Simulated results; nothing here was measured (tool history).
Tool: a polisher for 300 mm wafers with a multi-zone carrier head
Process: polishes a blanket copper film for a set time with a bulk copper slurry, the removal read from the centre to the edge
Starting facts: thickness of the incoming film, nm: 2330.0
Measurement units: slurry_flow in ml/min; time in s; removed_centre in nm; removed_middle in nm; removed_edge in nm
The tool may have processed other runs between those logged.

run    day  slurry_flow  centre_zone  middle_zone  edge_zone  slurry_solids  time  removed_centre  removed_middle  removed_edge
  1  0.000          155         1.00         1.00       1.00           1.00    69          468.56          479.49        451.03
  2  0.033          160         1.01         1.01       1.02           1.05    70          491.88          488.59        474.83
  3  0.325          160         0.94         1.01       1.02           1.05    70          462.24          483.75        474.87
  4  0.529          160         0.94         1.01       0.94           1.05    70          453.66          478.53        448.12
  5  0.688          165         0.95         1.03       0.96           1.10    71          475.47          507.03        479.52
  6  0.912          170         0.97         1.05       0.97           1.10    71          493.38          511.57        483.87
  7  0.983          210         0.99         1.15       1.07           1.35    79          594.95          667.38        591.45
  8  1.038          210         1.00         1.15       1.08           1.35    79          603.28          643.53        591.15

Forecast run 9:
  9  1.346          220         1.01         1.17       1.09           1.45    80               ?               ?             ?

{"run 9": {"removed_centre": 635.54, "removed_middle": 662.1, "removed_edge": 617.28}}
